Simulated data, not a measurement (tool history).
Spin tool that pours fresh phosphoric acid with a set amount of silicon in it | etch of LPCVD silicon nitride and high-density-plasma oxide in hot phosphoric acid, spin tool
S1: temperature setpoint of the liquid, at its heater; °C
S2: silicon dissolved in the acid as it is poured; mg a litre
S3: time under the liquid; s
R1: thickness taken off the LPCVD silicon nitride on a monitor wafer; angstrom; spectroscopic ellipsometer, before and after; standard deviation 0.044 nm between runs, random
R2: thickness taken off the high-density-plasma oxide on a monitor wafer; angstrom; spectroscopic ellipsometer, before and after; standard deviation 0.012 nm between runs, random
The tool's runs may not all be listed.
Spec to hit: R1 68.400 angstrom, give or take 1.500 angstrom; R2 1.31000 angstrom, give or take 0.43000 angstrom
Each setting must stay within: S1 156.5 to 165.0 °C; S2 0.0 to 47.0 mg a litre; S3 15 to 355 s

run,day,S1,S2,S3,R1,R2
1,0.000,160.0,20.5,180,161.330,3.24840
2,0.271,158.0,20.5,180,148.340,2.45140
3,0.300,158.0,15.0,180,149.030,2.61790
4,0.533,156.5,15.0,180,141.570,2.16960
5,0.733,156.5,13.5,160,124.560,2.33890
6,1.050,156.5,13.5,215,170.210,3.28790
7,1.129,156.5,12.0,190,149.040,2.46620
8,1.217,156.5,10.0,165,128.250,2.17870
9,1.308,156.5,8.5,145,114.420,2.54280
10,1.658,156.5,10.0,130,101.950,2.05180
11,1.983,156.5,11.0,120,94.846,1.92340
12,2.138,156.5,14.5,55,42.845,0.79478
13,2.483,157.5,14.5,55,44.642,0.81481
14,2.621,158.0,12.5,60,49.851,1.19580
15,2.975,158.0,12.0,65,53.596,1.10220
16,3.050,158.5,12.0,65,54.855,1.19810
17,3.296,159.0,12.0,65,56.049,1.24870
18,3.525,159.0,12.0,65,55.897,1.27260
19,3.833,159.5,12.5,65,57.051,1.20240

Which one of the following 4 next-run settings gets every result inside its allowed miss? There is exactly one.
A,4.142,161.5,10.0,55,?,?
B,4.142,157.0,13.0,85,?,?
C,4.142,160.0,23.0,85,?,?
D,4.142,159.5,20.0,70,?,?

move,R1,R2
A,50.983,1.13240
B,67.705,1.16890
C,74.935,1.11400
D,60.682,0.96690
A: misses by more than the last run did
B: every result lands within tolerance
C: pushes the last run's worst result past its target
D: nearer the targets than the last run, but a result is still out of spec
B meets every target.
